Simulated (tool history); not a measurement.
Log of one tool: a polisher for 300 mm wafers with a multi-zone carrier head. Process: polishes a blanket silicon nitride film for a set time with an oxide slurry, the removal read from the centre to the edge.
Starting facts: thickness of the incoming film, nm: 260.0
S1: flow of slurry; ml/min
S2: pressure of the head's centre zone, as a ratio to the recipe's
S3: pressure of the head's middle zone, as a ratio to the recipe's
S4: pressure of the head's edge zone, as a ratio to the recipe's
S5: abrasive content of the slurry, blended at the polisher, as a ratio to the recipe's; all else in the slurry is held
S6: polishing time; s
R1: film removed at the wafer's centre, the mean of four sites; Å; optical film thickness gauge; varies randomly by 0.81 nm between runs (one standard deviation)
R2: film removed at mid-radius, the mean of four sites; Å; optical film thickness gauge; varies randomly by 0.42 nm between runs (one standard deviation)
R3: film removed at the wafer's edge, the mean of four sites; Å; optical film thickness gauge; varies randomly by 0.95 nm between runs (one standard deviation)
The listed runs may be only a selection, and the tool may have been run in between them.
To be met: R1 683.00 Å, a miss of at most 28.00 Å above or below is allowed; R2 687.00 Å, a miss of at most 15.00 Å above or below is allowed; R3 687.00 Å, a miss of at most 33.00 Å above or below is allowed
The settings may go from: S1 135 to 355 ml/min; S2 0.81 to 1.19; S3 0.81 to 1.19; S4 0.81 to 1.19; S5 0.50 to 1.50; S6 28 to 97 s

run	hour	S1	S2	S3	S4	S5	S6	R1	R2	R3
1	0.0	225	1.00	1.00	1.00	1.00	62	564.91	561.83	566.35
2	8.5	240	1.02	1.03	1.04	1.05	62	575.27	577.53	588.01
3	16.0	240	1.02	1.03	1.04	0.85	62	554.48	548.52	561.67
4	17.0	240	1.02	1.03	1.04	0.85	69	623.10	605.51	623.79
5	20.4	240	1.02	1.03	1.04	0.85	60	528.46	532.31	543.20
6	28.8	250	1.05	1.06	1.07	1.00	61	597.49	574.64	579.66
7	37.7	260	1.05	1.08	1.10	1.10	61	605.32	604.53	608.52
8	38.5	270	1.06	1.10	1.12	1.15	61	636.04	620.37	621.39
9	45.4	275	1.06	1.11	1.14	1.20	61	631.96	633.31	645.79
10	50.4	280	1.07	1.13	1.15	1.25	61	650.25	639.52	639.77
11	56.0	285	1.07	1.14	1.16	1.30	61	652.53	662.39	662.31
12	63.5	320	1.10	1.15	1.19	1.30	61	675.86	665.98	670.15

Of the 4 settings listed for the next run, only one would bring every result within its allowed miss of target. Which one?
A	71.0	305	1.09	1.12	1.19	0.90	66	?	?	?
B	71.0	260	1.07	1.14	1.17	1.30	64	?	?	?
C	71.0	355	1.02	1.01	1.19	1.50	61	?	?	?
D	71.0	315	1.15	1.12	1.19	1.05	64	?	?	?

move	R1	R2	R3
A	659.57	641.14	649.44
B	682.82	685.58	682.37
C	664.27	644.13	697.50
D	706.12	649.94	658.13
A: further off than the last run
B: every result lands within tolerance
C: further off than the last run
D: further off than the last run
The move that meets every target is B.
